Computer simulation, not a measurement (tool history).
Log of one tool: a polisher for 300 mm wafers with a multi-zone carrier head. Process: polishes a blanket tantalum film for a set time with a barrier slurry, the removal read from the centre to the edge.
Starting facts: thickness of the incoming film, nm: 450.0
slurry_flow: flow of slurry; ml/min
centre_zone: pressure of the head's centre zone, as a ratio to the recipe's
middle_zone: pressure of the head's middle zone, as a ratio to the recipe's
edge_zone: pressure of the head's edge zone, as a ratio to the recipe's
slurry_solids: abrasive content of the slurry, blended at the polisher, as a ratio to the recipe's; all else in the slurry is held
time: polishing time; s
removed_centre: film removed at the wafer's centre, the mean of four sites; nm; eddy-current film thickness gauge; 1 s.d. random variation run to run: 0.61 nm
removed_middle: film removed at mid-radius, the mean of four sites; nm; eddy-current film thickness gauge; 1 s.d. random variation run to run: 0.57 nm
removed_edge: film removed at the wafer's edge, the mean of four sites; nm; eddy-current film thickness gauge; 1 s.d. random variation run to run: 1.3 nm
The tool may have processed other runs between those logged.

run 1 hour=0 | slurry_flow=315 centre_zone=1 middle_zone=1 edge_zone=1 slurry_solids=1 time=57 | removed_centre=108.07 removed_middle=107.9 removed_edge=106.69
run 2 hour=3.8 | slurry_flow=315 centre_zone=1 middle_zone=0.92 edge_zone=1 slurry_solids=1 time=57 | removed_centre=106.65 removed_middle=101.71 removed_edge=112.47
run 3 hour=12.6 | slurry_flow=315 centre_zone=1 middle_zone=0.85 edge_zone=1 slurry_solids=1 time=57 | removed_centre=107.21 removed_middle=95.201 removed_edge=110.61
run 4 hour=16.7 | slurry_flow=315 centre_zone=1 middle_zone=0.89 edge_zone=1 slurry_solids=1 time=57 | removed_centre=108.43 removed_middle=98.314 removed_edge=111.05
run 5 hour=17.9 | slurry_flow=315 centre_zone=1 middle_zone=0.89 edge_zone=1 slurry_solids=0.85 time=57 | removed_centre=102.65 removed_middle=93.364 removed_edge=104.52
-- hour=19.3 slurry nozzle cleaned
run 6 hour=19.3 | slurry_flow=315 centre_zone=1.08 middle_zone=0.89 edge_zone=1 slurry_solids=0.85 time=57 | removed_centre=113.17 removed_middle=95.583 removed_edge=107.67
run 7 hour=25.1 | slurry_flow=310 centre_zone=1.05 middle_zone=0.9 edge_zone=0.95 slurry_solids=0.75 time=57 | removed_centre=107.27 removed_middle=92.394 removed_edge=100.45

The next listed run, before its measurement:
run 8 hour=29.3 | slurry_flow=300 centre_zone=1.02 middle_zone=0.91 edge_zone=0.91 slurry_solids=0.7 time=57 | removed_centre=? removed_middle=? removed_edge=?

{"run 8": {"removed_centre": 101.87, "removed_middle": 91.926, "removed_edge": 95.362}}
